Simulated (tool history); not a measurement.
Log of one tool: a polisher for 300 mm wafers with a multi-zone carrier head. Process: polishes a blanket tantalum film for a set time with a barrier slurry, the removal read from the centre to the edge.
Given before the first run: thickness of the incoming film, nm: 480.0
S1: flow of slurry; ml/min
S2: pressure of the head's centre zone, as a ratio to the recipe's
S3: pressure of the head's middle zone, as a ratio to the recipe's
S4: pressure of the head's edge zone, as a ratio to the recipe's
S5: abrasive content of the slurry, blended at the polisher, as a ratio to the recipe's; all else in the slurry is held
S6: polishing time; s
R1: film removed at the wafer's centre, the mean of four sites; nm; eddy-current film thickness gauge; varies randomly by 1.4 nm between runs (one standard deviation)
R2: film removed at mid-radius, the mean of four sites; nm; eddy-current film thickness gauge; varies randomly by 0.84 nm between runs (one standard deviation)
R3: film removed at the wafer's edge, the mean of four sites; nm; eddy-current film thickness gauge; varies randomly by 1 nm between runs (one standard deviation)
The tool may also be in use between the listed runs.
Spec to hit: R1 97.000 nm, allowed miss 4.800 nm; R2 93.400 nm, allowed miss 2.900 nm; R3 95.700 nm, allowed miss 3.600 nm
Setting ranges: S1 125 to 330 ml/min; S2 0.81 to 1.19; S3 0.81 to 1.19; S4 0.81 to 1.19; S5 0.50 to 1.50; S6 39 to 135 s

run	hour	S1	S2	S3	S4	S5	S6	R1	R2	R3
1	0.0	210	1.00	1.00	1.00	1.00	87	156.710	156.590	152.450
2	7.2	210	1.00	1.00	1.00	0.90	87	146.490	150.940	148.880
3	11.0	170	1.00	1.00	1.00	0.90	87	142.300	149.720	142.400
4	17.4	170	1.00	1.00	1.00	0.90	96	157.140	164.520	159.990
5	19.3	170	1.00	1.00	1.06	0.90	96	157.580	162.100	163.630
6	24.3	170	1.00	1.00	1.06	0.90	116	193.130	197.260	201.640
7	31.5	165	1.01	0.97	1.03	0.80	99	150.790	156.900	158.360
8	35.4	155	1.11	0.87	0.93	0.55	75	101.900	86.169	91.354

5 next moves are on the table. One of them brings every result within its allowed miss. Which?
A	39.3	155	0.99	0.90	1.04	0.60	76	?	?	?
B	39.3	170	1.15	0.85	0.94	0.65	69	?	?	?
C	39.3	125	1.03	0.94	0.94	0.50	86	?	?	?
D	39.3	125	1.08	0.89	0.87	0.50	90	?	?	?
E	39.3	125	0.89	0.83	1.06	0.50	89	?	?	?

move	R1	R2	R3
A	99.013	92.619	104.170
B	111.620	85.466	95.726
C	97.634	91.430	95.506
D	107.130	91.413	96.519
E	87.137	85.413	104.890
A: the furthest-off result lands on target, but another misses its tolerance
B: moves away from the targets compared with the last run
C: hits every target within its allowed miss
D: the furthest-off result lands on target, but another misses its tolerance
E: moves away from the targets compared with the last run
Go with C: it meets all targets.
